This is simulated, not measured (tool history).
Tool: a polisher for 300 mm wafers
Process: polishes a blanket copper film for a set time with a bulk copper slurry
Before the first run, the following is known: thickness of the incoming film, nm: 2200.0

run    day  flow of slurry (ml/min)  pressure of the wafer on the pad (kPa)  speed of the pad under the wafer (cm/s)  abrasive content of the slurry  polishing time (s)  film removed (nm)
  1      0                      175                                    15.2                                      102                               1                  35             293.19
  2  0.367                      175                                    15.9                                      102                               1                  35             306.28
  3    0.4                      175                                    15.9                                      102                             0.9                  35             299.85
  4  0.642                      175                                    16.5                                      102                             0.9                  35             310.03
  5  0.829                      175                                    17.2                                      102                             0.9                  35             322.62
  6  1.042                      175                                    19.3                                      102                             0.9                  35             367.48

Run 7 is up next; what results do you expect?
  7  1.392                      175                                      20                                      102                             0.9                  35                  ?

{"run 7": {"film removed (nm)": 370.48}}
